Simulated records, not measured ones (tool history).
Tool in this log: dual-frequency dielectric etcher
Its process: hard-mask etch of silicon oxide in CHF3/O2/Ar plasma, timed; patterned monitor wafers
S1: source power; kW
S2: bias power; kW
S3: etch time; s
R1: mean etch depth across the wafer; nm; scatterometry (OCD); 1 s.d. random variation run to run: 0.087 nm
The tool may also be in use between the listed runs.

run	hour	S1	S2	S3	R1
1	0	0.57	0.146	9	16.685
2	1.4	0.57	0.146	9	16.59
3	5.5	0.57	0.146	8	14.675
4	7.8	0.63	0.155	8	15.914
5	9.7	0.63	0.14	8	15.199
6	11.8	0.54	0.14	8	14.302
7	15.9	0.6	0.147	8	15.152
8	19.7	0.6	0.147	8	15.191
9	27.6	0.65	0.155	8	15.931
10	34.2	0.68	0.162	8	16.347

Forecast run 11:
11	41.9	0.7	0.169	8	?

Run 11 gave R1 16.886 nm.

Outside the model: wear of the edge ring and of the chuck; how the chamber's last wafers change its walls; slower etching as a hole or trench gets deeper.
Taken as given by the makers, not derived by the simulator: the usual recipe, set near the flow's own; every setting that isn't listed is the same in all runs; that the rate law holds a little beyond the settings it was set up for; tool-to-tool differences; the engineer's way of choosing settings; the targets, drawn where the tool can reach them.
